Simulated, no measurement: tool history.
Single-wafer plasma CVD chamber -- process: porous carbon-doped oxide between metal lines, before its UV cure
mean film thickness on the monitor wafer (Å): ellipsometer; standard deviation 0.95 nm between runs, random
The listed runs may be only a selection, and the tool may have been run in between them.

| run | day | heater temperature setpoint (K) | RF power (kW) | deposition time (s) | mean film thickness on the monitor wafer (Å) |
|---|---|---|---|---|---|
| 1 | 0 | 578.15 | 0.515 | 35.4 | 1744.6 |
| 2 | 0.088 | 576.15 | 0.52 | 35.4 | 1771.4 |
| 3 | 0.196 | 576.15 | 0.52 | 33.6 | 1675.5 |
| 4 | 0.238 | 576.15 | 0.555 | 33.6 | 1762.9 |
| 5 | 0.279 | 576.15 | 0.615 | 33.6 | 1856.7 |
| 6 | 0.488 | 580.15 | 0.615 | 33.6 | 1820.8 |
| 7 | 0.533 | 578.15 | 0.62 | 33.6 | 1836.6 |
| 8 | 0.896 | 576.15 | 0.625 | 33.6 | 1880.5 |
| 9 | 1.233 | 574.15 | 0.625 | 33.6 | 1890.7 |
| 10 | 1.4 | 572.15 | 0.63 | 33.6 | 1929.7 |
| 11 | 1.604 | 571.15 | 0.63 | 33.6 | 1929.4 |

What will run 12 give?
| 12 | 1.946 | 570.15 | 0.63 | 33.6 | ? |

Logged for run 12: mean film thickness on the monitor wafer (Å) 1954.3.
